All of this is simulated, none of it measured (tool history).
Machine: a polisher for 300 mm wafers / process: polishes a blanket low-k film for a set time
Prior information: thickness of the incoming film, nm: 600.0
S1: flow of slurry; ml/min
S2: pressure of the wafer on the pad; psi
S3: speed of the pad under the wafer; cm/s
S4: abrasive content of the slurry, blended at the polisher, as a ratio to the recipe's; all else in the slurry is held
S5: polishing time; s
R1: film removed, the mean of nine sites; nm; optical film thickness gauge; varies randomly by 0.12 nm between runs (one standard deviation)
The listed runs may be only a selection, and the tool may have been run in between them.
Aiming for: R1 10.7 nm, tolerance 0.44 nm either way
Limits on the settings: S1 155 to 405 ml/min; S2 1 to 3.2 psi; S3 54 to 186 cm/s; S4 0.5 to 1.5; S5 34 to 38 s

{"run": 1, "hour": 0.0, "S1": 260, "S2": 2.1, "S3": 118, "S4": 1, "S5": 38, "R1": 16.564}
{"run": 2, "hour": 1.8, "S1": 260, "S2": 2, "S3": 118, "S4": 1, "S5": 38, "R1": 16.119}
{"run": 3, "hour": 6.0, "S1": 260, "S2": 2, "S3": 118, "S4": 0.9, "S5": 38, "R1": 15.393}
{"run": 4, "hour": 8.8, "S1": 260, "S2": 1.6, "S3": 118, "S4": 0.9, "S5": 38, "R1": 12.483}
{"run": 5, "hour": 14.3, "S1": 260, "S2": 1.9, "S3": 118, "S4": 0.9, "S5": 38, "R1": 14.621}
{"run": 6, "hour": 21.1, "S1": 260, "S2": 1.8, "S3": 118, "S4": 0.9, "S5": 38, "R1": 13.731}
{"run": 7, "hour": 29.4, "S1": 260, "S2": 1.7, "S3": 118, "S4": 0.9, "S5": 38, "R1": 13.088}
{"run": 8, "hour": 33.9, "S1": 260, "S2": 1.6, "S3": 118, "S4": 0.9, "S5": 38, "R1": 12.351}

Exercise: of the 4 proposed moves below, exactly one satisfies all targets within the stated allowed misses. Which move is it?
{"run": "A", "hour": 38.4, "S1": 295, "S2": 1.7, "S3": 110, "S4": 0.95, "S5": 36, "R1": "?"}
{"run": "B", "hour": 38.4, "S1": 185, "S2": 1.7, "S3": 124, "S4": 1.1, "S5": 38, "R1": "?"}
{"run": "C", "hour": 38.4, "S1": 310, "S2": 1.7, "S3": 102, "S4": 0.95, "S5": 38, "R1": "?"}
{"run": "D", "hour": 38.4, "S1": 260, "S2": 2.2, "S3": 70, "S4": 1, "S5": 35, "R1": "?"}

move=A R1=12.198
move=B R1=14.281
move=C R1=12.177
move=D R1=10.715
A: an improvement on the last run, though not all results are within tolerance
B: lands further from the targets than the last run did
C: an improvement on the last run, though not all results are within tolerance
D: all results land within tolerance of their targets
Answer: D
